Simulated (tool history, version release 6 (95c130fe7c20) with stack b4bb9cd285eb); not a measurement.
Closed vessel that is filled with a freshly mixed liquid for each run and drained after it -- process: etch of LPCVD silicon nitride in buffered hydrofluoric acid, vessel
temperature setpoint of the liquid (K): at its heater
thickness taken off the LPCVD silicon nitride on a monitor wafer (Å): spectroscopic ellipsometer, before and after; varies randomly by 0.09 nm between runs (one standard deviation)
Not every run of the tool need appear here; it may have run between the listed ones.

run	day	temperature setpoint of the liquid (K)	parts of 40 % ammonium fluoride to one part of 49 % hydrofluoric acid (parts by volume)	time in the liquid (s)	thickness taken off the LPCVD silicon nitride on a monitor wafer (Å)
1	0	294.15	17.5	3115	175.32
2	0.3	293.65	17.5	3115	171.19
3	0.588	293.15	17.5	3115	166.24
4	0.717	292.65	17.5	3115	162.22
5	1.104	292.65	17.5	3115	163.72
6	1.433	292.15	17.5	3115	157.88
7	1.7	291.65	17.5	3115	153.75
# day 1.962: hydrofluoric acid flow meter replaced
8	1.962	290.65	17.5	3115	162.21
9	2.212	290.65	18	3115	159.39
10	2.467	290.65	18.5	3115	156.09
11	2.546	290.65	18.5	3115	154.44
12	2.738	290.65	18.5	3115	153.79

The next listed run, before its measurement:
13	2.883	290.65	19	3115	?

thickness taken off the LPCVD silicon nitride on a monitor wafer (Å): 148.44
